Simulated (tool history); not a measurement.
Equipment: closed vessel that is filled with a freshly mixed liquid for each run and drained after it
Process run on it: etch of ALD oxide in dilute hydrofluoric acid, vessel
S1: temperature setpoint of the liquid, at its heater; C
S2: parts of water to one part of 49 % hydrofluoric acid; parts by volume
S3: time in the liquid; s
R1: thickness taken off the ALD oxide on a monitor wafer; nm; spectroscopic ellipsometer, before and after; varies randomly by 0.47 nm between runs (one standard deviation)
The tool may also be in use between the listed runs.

run,hour,S1,S2,S3,R1
1,0,23,80,115,31.175
2,5.9,21,80,115,29.15
3,9.9,23.5,75,115,34.827
4,13.8,20.5,75,115,30.423
5,20.6,23,75,115,33.896
6,25.1,25,75,115,37.168
7,34,29,75,115,42.803
8,42.3,29.5,75,115,44.126

Expected results for the next run?
9,50.8,30,75,115,?

R1: 45.11 nm

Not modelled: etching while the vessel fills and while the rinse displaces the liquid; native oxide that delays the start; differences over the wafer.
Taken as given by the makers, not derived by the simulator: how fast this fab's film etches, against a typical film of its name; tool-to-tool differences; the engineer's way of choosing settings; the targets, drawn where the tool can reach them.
